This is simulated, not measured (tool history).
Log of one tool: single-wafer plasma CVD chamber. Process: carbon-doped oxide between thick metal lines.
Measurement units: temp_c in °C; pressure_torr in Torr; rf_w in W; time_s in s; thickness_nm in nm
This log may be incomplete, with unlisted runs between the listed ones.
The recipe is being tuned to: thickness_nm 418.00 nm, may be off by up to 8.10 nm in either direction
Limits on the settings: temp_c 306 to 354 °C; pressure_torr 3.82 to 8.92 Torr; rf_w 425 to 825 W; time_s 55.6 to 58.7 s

run 1 hour=0.0 | temp_c=330 pressure_torr=6.37 rf_w=625 time_s=58.7 | thickness_nm=383.97
run 2 hour=8.5 | temp_c=328 pressure_torr=6.50 rf_w=630 time_s=58.7 | thickness_nm=389.50
run 3 hour=15.9 | temp_c=317 pressure_torr=6.50 rf_w=630 time_s=58.7 | thickness_nm=404.58
run 4 hour=21.8 | temp_c=317 pressure_torr=6.50 rf_w=695 time_s=58.7 | thickness_nm=431.74
run 5 hour=22.8 | temp_c=318 pressure_torr=6.45 rf_w=695 time_s=58.7 | thickness_nm=427.55
run 6 hour=30.6 | temp_c=308 pressure_torr=6.45 rf_w=695 time_s=58.7 | thickness_nm=446.87
run 7 hour=38.7 | temp_c=310 pressure_torr=6.37 rf_w=690 time_s=58.7 | thickness_nm=441.73
run 8 hour=39.9 | temp_c=311 pressure_torr=6.33 rf_w=685 time_s=58.7 | thickness_nm=436.16
run 9 hour=43.0 | temp_c=312 pressure_torr=6.28 rf_w=685 time_s=58.7 | thickness_nm=433.82
run 10 hour=50.0 | temp_c=313 pressure_torr=6.23 rf_w=685 time_s=58.7 | thickness_nm=429.73
run 11 hour=54.6 | temp_c=314 pressure_torr=6.19 rf_w=685 time_s=58.7 | thickness_nm=430.49
run 12 hour=59.5 | temp_c=315 pressure_torr=6.16 rf_w=685 time_s=58.7 | thickness_nm=426.35
run 13 hour=68.2 | temp_c=315 pressure_torr=6.13 rf_w=685 time_s=58.7 | thickness_nm=425.20
run 14 hour=73.8 | temp_c=315 pressure_torr=6.11 rf_w=685 time_s=58.7 | thickness_nm=429.73

Below are 5 possible settings for the next run. Only one of them brings all results inside the allowed miss of their targets. Which is it?
run A hour=79.4 | temp_c=314 pressure_torr=5.20 rf_w=725 time_s=58.6 | thickness_nm=?
run B hour=79.4 | temp_c=314 pressure_torr=6.31 rf_w=725 time_s=57.3 | thickness_nm=?
run C hour=79.4 | temp_c=320 pressure_torr=5.75 rf_w=690 time_s=56.8 | thickness_nm=?
run D hour=79.4 | temp_c=306 pressure_torr=6.95 rf_w=630 time_s=57.5 | thickness_nm=?
run E hour=79.4 | temp_c=310 pressure_torr=6.39 rf_w=695 time_s=58.7 | thickness_nm=?

move=A thickness_nm=431.08
move=B thickness_nm=434.75
move=C thickness_nm=402.74
move=D thickness_nm=414.09
move=E thickness_nm=440.62
A: the biggest miss grows against the last run
B: the biggest miss grows against the last run
C: takes the result that was furthest off past its target
D: hits every target within its allowed miss
E: the biggest miss grows against the last run
Move D is the one to make.
